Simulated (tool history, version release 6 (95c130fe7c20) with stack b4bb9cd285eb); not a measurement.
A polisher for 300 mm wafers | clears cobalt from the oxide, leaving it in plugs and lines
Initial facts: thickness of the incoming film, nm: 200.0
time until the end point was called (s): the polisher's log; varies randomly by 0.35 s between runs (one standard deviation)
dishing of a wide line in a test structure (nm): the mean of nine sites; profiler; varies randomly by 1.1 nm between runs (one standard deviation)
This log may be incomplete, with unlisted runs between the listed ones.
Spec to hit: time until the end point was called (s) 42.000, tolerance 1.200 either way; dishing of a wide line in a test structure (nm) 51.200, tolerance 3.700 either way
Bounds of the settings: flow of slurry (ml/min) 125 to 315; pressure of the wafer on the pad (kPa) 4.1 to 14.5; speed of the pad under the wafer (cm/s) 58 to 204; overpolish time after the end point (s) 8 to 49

run  hour  flow of slurry (ml/min)  pressure of the wafer on the pad (kPa)  speed of the pad under the wafer (cm/s)  overpolish time after the end point (s)  time until the end point was called (s)  dishing of a wide line in a test structure (nm)
  1   0.0                      205                                     9.0                                      130                                       25                                   53.202                                           50.180
  2   3.7                      210                                     9.7                                      130                                       24                                   50.783                                           49.101
  3   9.2                      210                                    10.3                                      130                                       24                                   46.730                                           51.273
  4  16.5                      210                                    10.3                                      130                                       23                                   47.012                                           51.870
  5  21.7                      210                                    12.4                                      130                                       23                                   40.406                                           53.214
  6  23.3                      210                                    12.4                                      130                                       29                                   39.644                                           58.659
  7  29.3                      205                                    12.4                                      130                                       27                                   39.488                                           56.669
  8  33.3                      205                                    12.4                                      130                                       25                                   39.890                                           56.768
  9  34.3                      205                                    12.4                                      130                                       23                                   39.855                                           52.994
 10  37.7                      205                                    12.4                                      130                                       22                                   40.108                                           54.152
 11  44.3                      205                                    12.4                                      130                                       22                                   39.915                                           52.766

Which of these 4 next moves meets every target?
  A  50.9                      205                                    10.3                                      170                                       39                                        ?                                                ?
  B  50.9                      220                                    11.7                                      142                                       38                                        ?                                                ?
  C  50.9                      185                                    11.0                                      160                                       28                                        ?                                                ?
  D  50.9                      195                                    11.7                                      130                                       21                                        ?                                                ?

move  time until the end point was called (s)  dishing of a wide line in a test structure (nm)
   A                                   39.739                                           62.940
   B                                   39.749                                           62.682
   C                                   39.511                                           58.678
   D                                   42.609                                           51.662
A: the biggest miss grows against the last run
B: the biggest miss grows against the last run
C: the biggest miss grows against the last run
D: in spec on every target
Answer: D
